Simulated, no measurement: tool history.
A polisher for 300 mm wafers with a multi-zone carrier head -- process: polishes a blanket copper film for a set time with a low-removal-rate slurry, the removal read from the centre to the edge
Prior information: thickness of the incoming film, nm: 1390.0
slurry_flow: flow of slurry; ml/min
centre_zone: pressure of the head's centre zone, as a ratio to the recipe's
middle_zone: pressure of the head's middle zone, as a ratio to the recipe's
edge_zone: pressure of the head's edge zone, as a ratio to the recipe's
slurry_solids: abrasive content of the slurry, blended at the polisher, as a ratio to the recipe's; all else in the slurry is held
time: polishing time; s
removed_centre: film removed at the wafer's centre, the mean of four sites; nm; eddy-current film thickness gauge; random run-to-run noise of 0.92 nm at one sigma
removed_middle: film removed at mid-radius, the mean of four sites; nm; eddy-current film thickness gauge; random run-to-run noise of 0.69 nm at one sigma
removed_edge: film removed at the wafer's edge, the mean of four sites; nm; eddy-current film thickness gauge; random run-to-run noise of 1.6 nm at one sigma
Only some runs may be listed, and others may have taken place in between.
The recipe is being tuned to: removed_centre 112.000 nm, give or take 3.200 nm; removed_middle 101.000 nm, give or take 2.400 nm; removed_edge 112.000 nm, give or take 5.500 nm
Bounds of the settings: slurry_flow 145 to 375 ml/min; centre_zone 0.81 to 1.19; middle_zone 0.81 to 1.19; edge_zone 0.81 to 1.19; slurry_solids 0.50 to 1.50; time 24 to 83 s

| run | day | slurry_flow | centre_zone | middle_zone | edge_zone | slurry_solids | time | removed_centre | removed_middle | removed_edge |
|---|---|---|---|---|---|---|---|---|---|---|
| 1 | 0.000 | 240 | 1.00 | 1.00 | 1.00 | 1.00 | 53 | 191.300 | 188.190 | 187.830 |
| 2 | 0.358 | 230 | 0.99 | 0.96 | 0.97 | 0.90 | 49 | 167.570 | 162.370 | 170.920 |
| 3 | 0.658 | 235 | 1.00 | 0.95 | 0.94 | 0.80 | 45 | 148.790 | 142.500 | 146.930 |
| 4 | 0.871 | 235 | 1.00 | 0.95 | 0.89 | 0.80 | 45 | 150.070 | 142.910 | 145.710 |
| 5 | 1.212 | 235 | 1.00 | 0.95 | 0.89 | 0.80 | 51 | 171.170 | 161.410 | 163.010 |
| 6 | 1.325 | 235 | 0.99 | 0.92 | 0.88 | 0.75 | 48 | 154.500 | 144.290 | 146.260 |
| 7 | 1.533 | 235 | 0.99 | 0.92 | 0.88 | 0.75 | 48 | 156.170 | 145.070 | 154.630 |
| 8 | 1.692 | 235 | 0.99 | 0.92 | 0.88 | 0.75 | 48 | 156.260 | 147.330 | 149.200 |
| 9 | 1.975 | 185 | 0.93 | 0.82 | 0.85 | 0.50 | 35 | 88.855 | 79.293 | 90.955 |

5 next moves are on the table. One of them brings every result within its allowed miss. Which?
| A | 2.258 | 210 | 1.04 | 0.99 | 0.86 | 0.50 | 26 | ? | ? | ? |
| B | 2.258 | 215 | 0.99 | 0.88 | 0.92 | 0.60 | 38 | ? | ? | ? |
| C | 2.258 | 185 | 0.95 | 0.92 | 0.81 | 0.50 | 41 | ? | ? | ? |
| D | 2.258 | 165 | 0.99 | 0.81 | 0.89 | 0.55 | 41 | ? | ? | ? |
| E | 2.258 | 225 | 0.99 | 0.91 | 0.81 | 0.50 | 37 | ? | ? | ? |

| move | removed_centre | removed_middle | removed_edge |
|---|---|---|---|
| A | 74.235 | 70.680 | 69.135 |
| B | 112.250 | 101.100 | 112.020 |
| C | 105.730 | 102.640 | 105.050 |
| D | 111.030 | 93.999 | 111.550 |
| E | 102.380 | 94.733 | 97.068 |
A: misses by more than the last run did
B: each result inside its tolerance
C: brings the last run's worst result on target, with another outside its allowed miss
D: an improvement on the last run, though not all results are within tolerance
E: an improvement on the last run, though not all results are within tolerance
The move that meets every target is B.

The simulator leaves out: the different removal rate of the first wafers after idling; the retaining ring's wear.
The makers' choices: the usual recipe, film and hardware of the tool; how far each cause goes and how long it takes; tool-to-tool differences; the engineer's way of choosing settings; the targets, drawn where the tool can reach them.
